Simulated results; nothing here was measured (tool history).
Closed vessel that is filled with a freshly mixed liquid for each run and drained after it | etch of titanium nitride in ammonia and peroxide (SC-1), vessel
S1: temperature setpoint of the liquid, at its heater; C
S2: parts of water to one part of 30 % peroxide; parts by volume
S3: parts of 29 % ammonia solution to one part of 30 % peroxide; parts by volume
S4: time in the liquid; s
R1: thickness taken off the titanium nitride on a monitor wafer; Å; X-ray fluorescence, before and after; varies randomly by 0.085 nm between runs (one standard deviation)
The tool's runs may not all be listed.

{"run": 1, "day": 0.0, "S1": 53.0, "S2": 7.0, "S3": 0.5, "S4": 215, "R1": 105.6}
{"run": 2, "day": 0.038, "S1": 53.0, "S2": 7.0, "S3": 0.6, "S4": 215, "R1": 109.6}
{"run": 3, "day": 0.383, "S1": 54.0, "S2": 7.0, "S3": 0.6, "S4": 215, "R1": 117.32}
{"run": 4, "day": 0.479, "S1": 55.0, "S2": 7.0, "S3": 0.6, "S4": 215, "R1": 126.36}
{"run": 5, "day": 0.854, "S1": 49.0, "S2": 7.0, "S3": 0.6, "S4": 215, "R1": 83.227}
{"run": 6, "day": 1.221, "S1": 50.5, "S2": 7.0, "S3": 0.6, "S4": 215, "R1": 92.249}
{"run": 7, "day": 1.338, "S1": 52.0, "S2": 7.0, "S3": 0.6, "S4": 215, "R1": 102.19}
{"run": 8, "day": 1.629, "S1": 53.0, "S2": 7.0, "S3": 0.6, "S4": 215, "R1": 108.94}

Expected results for the next run?
{"run": 9, "day": 1.933, "S1": 54.0, "S2": 7.0, "S3": 0.6, "S4": 215, "R1": "?"}

Run 9 produced R1 117.510 Å.
